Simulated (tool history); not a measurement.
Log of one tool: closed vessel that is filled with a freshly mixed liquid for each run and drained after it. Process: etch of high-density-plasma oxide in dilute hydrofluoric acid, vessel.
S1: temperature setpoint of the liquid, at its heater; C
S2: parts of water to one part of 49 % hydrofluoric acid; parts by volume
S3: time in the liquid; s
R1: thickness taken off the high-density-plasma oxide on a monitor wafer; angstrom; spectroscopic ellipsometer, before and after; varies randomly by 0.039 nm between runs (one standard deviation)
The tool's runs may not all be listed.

run    day    S1   S2   S3      R1
  1      0    26   70  195  180.77
  2  0.121    24   80  195  143.35
  3  0.292    24  100  195  113.97
  4  0.438  21.5  100  195  101.47
  5  0.675  21.5  100  145   75.99
  6  1.054    21  100  145  73.992

What does the tool deliver on the next run?
  7  1.171  20.5  100  145   ?

{"run 7": {"R1": 72.348}}
